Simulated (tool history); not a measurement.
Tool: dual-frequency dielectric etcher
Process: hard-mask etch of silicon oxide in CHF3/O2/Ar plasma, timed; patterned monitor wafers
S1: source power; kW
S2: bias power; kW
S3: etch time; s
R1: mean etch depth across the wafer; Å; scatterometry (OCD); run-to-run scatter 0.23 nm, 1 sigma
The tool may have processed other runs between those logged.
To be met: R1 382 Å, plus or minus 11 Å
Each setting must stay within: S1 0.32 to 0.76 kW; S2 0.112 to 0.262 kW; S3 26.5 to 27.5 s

run 1 hour=0 | S1=0.54 S2=0.187 S3=26.5 | R1=502.86
run 2 hour=3.1 | S1=0.54 S2=0.165 S3=26.5 | R1=483.99
run 3 hour=8.4 | S1=0.54 S2=0.165 S3=26.5 | R1=483.4
run 4 hour=10.5 | S1=0.54 S2=0.165 S3=27.5 | R1=506.13
run 5 hour=11.9 | S1=0.61 S2=0.165 S3=27.5 | R1=532.77
run 6 hour=18.9 | S1=0.57 S2=0.157 S3=27.5 | R1=503.96
run 7 hour=22.4 | S1=0.54 S2=0.15 S3=27.5 | R1=485.94
run 8 hour=27.4 | S1=0.52 S2=0.144 S3=27.5 | R1=468.51
run 9 hour=33.9 | S1=0.5 S2=0.14 S3=27.5 | R1=446.42
run 10 hour=40.9 | S1=0.48 S2=0.139 S3=27.5 | R1=448.62
run 11 hour=49.8 | S1=0.46 S2=0.136 S3=27.5 | R1=430.07
run 12 hour=51.5 | S1=0.44 S2=0.135 S3=27.5 | R1=417.93
run 13 hour=56.9 | S1=0.43 S2=0.134 S3=27.5 | R1=413.06
run 14 hour=64.2 | S1=0.42 S2=0.133 S3=27.5 | R1=403.72
run 15 hour=64.9 | S1=0.41 S2=0.133 S3=27.5 | R1=395.41

4 candidate next runs follow, results not yet known. Just one meets every target within its allowed miss. Identify it.
run A hour=65.6 | S1=0.43 S2=0.126 S3=27.5 | R1=?
run B hour=65.6 | S1=0.44 S2=0.13 S3=27.5 | R1=?
run C hour=65.6 | S1=0.48 S2=0.13 S3=27.5 | R1=?
run D hour=65.6 | S1=0.43 S2=0.121 S3=26.5 | R1=?

move=A R1=399.81
move=B R1=409.4
move=C R1=429.97
move=D R1=380.13
A: lands further from the targets than the last run did
B: lands further from the targets than the last run did
C: lands further from the targets than the last run did
D: every result lands within tolerance
The move that meets every target is D.
